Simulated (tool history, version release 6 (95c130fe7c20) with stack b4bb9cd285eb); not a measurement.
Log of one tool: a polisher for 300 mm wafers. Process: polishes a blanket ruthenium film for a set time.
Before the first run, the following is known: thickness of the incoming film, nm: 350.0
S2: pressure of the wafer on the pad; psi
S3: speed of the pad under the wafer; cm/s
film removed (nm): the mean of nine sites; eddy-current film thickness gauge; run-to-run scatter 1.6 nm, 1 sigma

run 1 day=0 | flow_of_slurry_(ml/min)=310 S2=1.8 S3=124 polishing_time_(s)=81 | film_removed_(nm)=101.36
run 2 day=0.05 | flow_of_slurry_(ml/min)=310 S2=1.8 S3=112 polishing_time_(s)=81 | film_removed_(nm)=93.689
run 3 day=0.238 | flow_of_slurry_(ml/min)=310 S2=2.1 S3=112 polishing_time_(s)=81 | film_removed_(nm)=103.29
run 4 day=0.367 | flow_of_slurry_(ml/min)=240 S2=2.1 S3=112 polishing_time_(s)=81 | film_removed_(nm)=103.09
run 5 day=0.425 | flow_of_slurry_(ml/min)=240 S2=2.2 S3=112 polishing_time_(s)=81 | film_removed_(nm)=103.53
run 6 day=0.596 | flow_of_slurry_(ml/min)=240 S2=2.4 S3=112 polishing_time_(s)=81 | film_removed_(nm)=111.06
run 7 day=0.812 | flow_of_slurry_(ml/min)=240 S2=2.5 S3=112 polishing_time_(s)=81 | film_removed_(nm)=113.34

Run 8 comes next. What will it give?
run 8 day=1.167 | flow_of_slurry_(ml/min)=240 S2=2.6 S3=112 polishing_time_(s)=81 | film_removed_(nm)=?

For run 8 the tool returned film removed (nm) 118.35.
